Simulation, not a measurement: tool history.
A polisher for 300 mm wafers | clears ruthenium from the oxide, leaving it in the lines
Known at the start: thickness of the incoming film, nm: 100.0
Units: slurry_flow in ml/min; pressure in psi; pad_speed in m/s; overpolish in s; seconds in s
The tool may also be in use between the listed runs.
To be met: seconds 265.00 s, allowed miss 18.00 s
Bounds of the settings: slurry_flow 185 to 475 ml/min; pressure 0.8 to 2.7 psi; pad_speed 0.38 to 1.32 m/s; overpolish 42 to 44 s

run  hour  slurry_flow  pressure  pad_speed  overpolish  seconds
  1   0.0          305       1.7       0.84          42   139.42
  2   8.7          245       1.7       0.84          42   136.85
  3  16.9          245       2.0       0.84          42   122.78
  4  24.0          245       2.0       0.68          42   141.98
  5  24.9          245       2.0       0.68          44   146.63
  6  29.2          245       2.2       0.68          44   133.21
  7  33.2          245       1.8       0.62          44   175.90
  8  37.2          245       1.6       0.60          44   198.07
  9  43.0          245       1.1       0.54          44   308.64
 10  45.7          245       1.1       0.54          44   302.42
 11  53.1          245       1.2       0.54          44   282.25

5 next moves are on the table. One of them brings every result within its allowed miss. Which?
  A  60.5          270       1.2       0.46          42        ?
  B  60.5          295       1.3       0.52          42        ?
  C  60.5          280       1.2       0.48          44        ?
  D  60.5          205       1.4       0.60          44        ?
  E  60.5          255       1.1       0.50          44        ?

move  seconds
   A   324.02
   B   269.83
   C   312.04
   D   232.18
   E   330.58
A: further off than the last run
B: meets every target
C: further off than the last run
D: takes the result that was furthest off past its target
E: further off than the last run
Move B is the one to make.
